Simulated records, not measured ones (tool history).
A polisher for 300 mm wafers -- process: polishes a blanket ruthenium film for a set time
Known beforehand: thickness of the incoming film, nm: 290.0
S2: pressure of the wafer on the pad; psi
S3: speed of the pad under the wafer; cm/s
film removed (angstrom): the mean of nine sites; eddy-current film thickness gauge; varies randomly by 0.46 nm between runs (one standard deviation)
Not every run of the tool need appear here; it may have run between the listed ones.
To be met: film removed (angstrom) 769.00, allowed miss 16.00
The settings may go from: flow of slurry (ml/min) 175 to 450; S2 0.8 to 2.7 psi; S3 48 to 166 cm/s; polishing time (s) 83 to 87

Run 1, day 0.000: flow of slurry (ml/min) 290, S2 1.7 psi, S3 106 cm/s, polishing time (s) 83. Result: film removed (angstrom) 1046.70.
Run 2, day 0.342: flow of slurry (ml/min) 285, S2 1.6 psi, S3 106 cm/s, polishing time (s) 83. Result: film removed (angstrom) 1005.40.
Run 3, day 0.667: flow of slurry (ml/min) 285, S2 1.6 psi, S3 132 cm/s, polishing time (s) 83. Result: film removed (angstrom) 1243.20.
Run 4, day 0.696: flow of slurry (ml/min) 280, S2 1.4 psi, S3 132 cm/s, polishing time (s) 83. Result: film removed (angstrom) 1133.20.
Run 5, day 0.942: flow of slurry (ml/min) 280, S2 1.2 psi, S3 130 cm/s, polishing time (s) 83. Result: film removed (angstrom) 990.57.
At day 1.175: head pressure recalibrated.
Run 6, day 1.175: flow of slurry (ml/min) 280, S2 1.4 psi, S3 130 cm/s, polishing time (s) 83. Result: film removed (angstrom) 1056.70.
Run 7, day 1.538: flow of slurry (ml/min) 260, S2 1.3 psi, S3 130 cm/s, polishing time (s) 83. Result: film removed (angstrom) 990.25.
Run 8, day 1.825: flow of slurry (ml/min) 235, S2 1.2 psi, S3 130 cm/s, polishing time (s) 83. Result: film removed (angstrom) 919.74.
Run 9, day 1.888: flow of slurry (ml/min) 220, S2 1.1 psi, S3 130 cm/s, polishing time (s) 83. Result: film removed (angstrom) 871.94.
Run 10, day 1.921: flow of slurry (ml/min) 210, S2 1.1 psi, S3 130 cm/s, polishing time (s) 83. Result: film removed (angstrom) 864.66.
Run 11, day 2.225: flow of slurry (ml/min) 200, S2 1.1 psi, S3 130 cm/s, polishing time (s) 83. Result: film removed (angstrom) 865.61.
Run 12, day 2.567: flow of slurry (ml/min) 195, S2 1.0 psi, S3 130 cm/s, polishing time (s) 83. Result: film removed (angstrom) 806.84.
Run 13, day 2.812: flow of slurry (ml/min) 190, S2 1.0 psi, S3 130 cm/s, polishing time (s) 83. Result: film removed (angstrom) 796.42.

Consider the 4 candidate settings below. Which is the only one whose results all fall within their allowed miss of target?
Run A, day 3.058: flow of slurry (ml/min) 205, S2 0.8 psi, S3 134 cm/s, polishing time (s) 83. Result: film removed (angstrom) ?.
Run B, day 3.058: flow of slurry (ml/min) 235, S2 0.8 psi, S3 146 cm/s, polishing time (s) 85. Result: film removed (angstrom) ?.
Run C, day 3.058: flow of slurry (ml/min) 175, S2 0.9 psi, S3 134 cm/s, polishing time (s) 83. Result: film removed (angstrom) ?.
Run D, day 3.058: flow of slurry (ml/min) 190, S2 1.0 psi, S3 132 cm/s, polishing time (s) 83. Result: film removed (angstrom) ?.

move  film removed (angstrom)
   A                   727.53
   B                   821.14
   C                   770.24
   D                   820.65
A: the result that was furthest off in the last run now lies on the other side of its target
B: lands further from the targets than the last run did
C: all results land within tolerance of their targets
D: lands further from the targets than the last run did
The move that meets every target is C.

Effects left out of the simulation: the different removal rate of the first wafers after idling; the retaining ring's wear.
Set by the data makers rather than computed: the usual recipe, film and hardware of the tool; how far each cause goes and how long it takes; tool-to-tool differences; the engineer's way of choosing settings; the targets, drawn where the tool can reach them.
